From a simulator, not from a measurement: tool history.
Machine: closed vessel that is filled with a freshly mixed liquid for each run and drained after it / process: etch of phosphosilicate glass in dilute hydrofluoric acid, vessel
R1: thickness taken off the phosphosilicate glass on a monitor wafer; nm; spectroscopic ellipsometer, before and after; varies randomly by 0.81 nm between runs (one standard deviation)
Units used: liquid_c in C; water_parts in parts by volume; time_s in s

Run 1, hour 0.0: liquid_c 20.0 C, water_parts 110 parts by volume, time_s 100 s. Result: R1 65.75 nm.
Run 2, hour 5.4: liquid_c 20.0 C, water_parts 75 parts by volume, time_s 100 s. Result: R1 100.94 nm.
Run 3, hour 13.9: liquid_c 22.0 C, water_parts 70 parts by volume, time_s 100 s. Result: R1 116.77 nm.
Run 4, hour 21.9: liquid_c 22.0 C, water_parts 70 parts by volume, time_s 100 s. Result: R1 117.05 nm.
Run 5, hour 29.1: liquid_c 23.5 C, water_parts 70 parts by volume, time_s 100 s. Result: R1 125.05 nm.
Run 6, hour 30.5: liquid_c 25.0 C, water_parts 70 parts by volume, time_s 100 s. Result: R1 133.65 nm.
Run 7, hour 34.5: liquid_c 25.5 C, water_parts 70 parts by volume, time_s 100 s. Result: R1 135.46 nm.

Predict the results of run 8:
Run 8, hour 37.6: liquid_c 26.0 C, water_parts 65 parts by volume, time_s 100 s. Result: R1 ?.

{"run 8": {"R1": 151.24}}
